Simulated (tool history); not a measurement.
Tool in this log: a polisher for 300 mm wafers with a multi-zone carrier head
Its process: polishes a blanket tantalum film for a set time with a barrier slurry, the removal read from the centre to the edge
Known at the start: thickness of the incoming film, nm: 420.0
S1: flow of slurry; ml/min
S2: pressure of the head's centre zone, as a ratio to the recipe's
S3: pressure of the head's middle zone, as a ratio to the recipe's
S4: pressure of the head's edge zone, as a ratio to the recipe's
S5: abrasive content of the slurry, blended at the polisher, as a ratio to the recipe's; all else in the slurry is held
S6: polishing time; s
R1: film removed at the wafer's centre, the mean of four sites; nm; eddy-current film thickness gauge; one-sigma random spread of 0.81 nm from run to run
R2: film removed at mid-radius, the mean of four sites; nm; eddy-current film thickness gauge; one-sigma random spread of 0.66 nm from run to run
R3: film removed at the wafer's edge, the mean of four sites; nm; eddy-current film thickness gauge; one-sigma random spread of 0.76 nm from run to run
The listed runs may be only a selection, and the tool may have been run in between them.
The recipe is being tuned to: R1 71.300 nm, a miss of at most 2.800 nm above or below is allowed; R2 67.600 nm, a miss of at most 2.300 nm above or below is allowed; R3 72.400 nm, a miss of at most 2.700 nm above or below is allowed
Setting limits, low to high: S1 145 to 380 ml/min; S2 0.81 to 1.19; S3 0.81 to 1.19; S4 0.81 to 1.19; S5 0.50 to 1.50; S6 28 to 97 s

run,day,S1,S2,S3,S4,S5,S6,R1,R2,R3
1,0.000,245,1.00,1.00,1.00,1.00,62,121.560,120.700,121.950
2,0.167,245,1.00,1.00,1.05,1.00,62,117.730,121.020,124.050
3,0.321,245,0.99,0.99,1.03,0.95,59,111.560,112.220,117.470
4,0.450,245,0.99,0.99,1.03,0.95,50,92.820,94.620,98.070
5,0.667,245,0.99,0.99,0.95,0.95,50,91.772,96.636,94.171
6,0.775,240,0.99,0.97,0.94,0.90,49,90.048,90.103,90.938
7,1.004,240,0.98,0.96,0.93,0.85,48,86.343,87.295,88.565
8,1.271,240,0.98,0.95,0.92,0.80,47,84.207,82.862,85.597
9,1.429,240,0.98,0.94,0.91,0.75,47,81.839,81.414,83.330
10,1.504,215,0.97,0.84,0.83,0.50,45,67.463,61.921,67.456
11,1.625,220,0.97,0.85,0.84,0.50,45,68.063,62.282,67.909
12,1.812,220,0.97,0.85,0.84,0.50,45,68.621,63.054,66.553
13,2.175,255,0.96,0.89,0.94,0.60,45,72.022,69.889,75.744
14,2.267,250,0.96,0.89,0.93,0.60,45,71.466,70.550,76.030

Next run, 4 choices. One meets every target within its allowed miss, the rest don't. Which?
A,2.358,275,0.87,0.89,0.97,0.75,44,?,?,?
B,2.358,235,0.96,0.88,0.88,0.60,44,?,?,?
C,2.358,240,0.93,1.00,0.92,0.65,44,?,?,?
D,2.358,275,0.85,0.91,0.94,0.65,46,?,?,?

move,R1,R2,R3
A,68.508,73.761,79.215
B,69.753,67.479,70.371
C,69.369,77.023,73.438
D,67.234,75.488,78.434
A: moves away from the targets compared with the last run
B: every result lands within tolerance
C: gets the furthest-off result to its target, but another result is out of tolerance
D: moves away from the targets compared with the last run
B is the move that brings every result within its allowed miss.
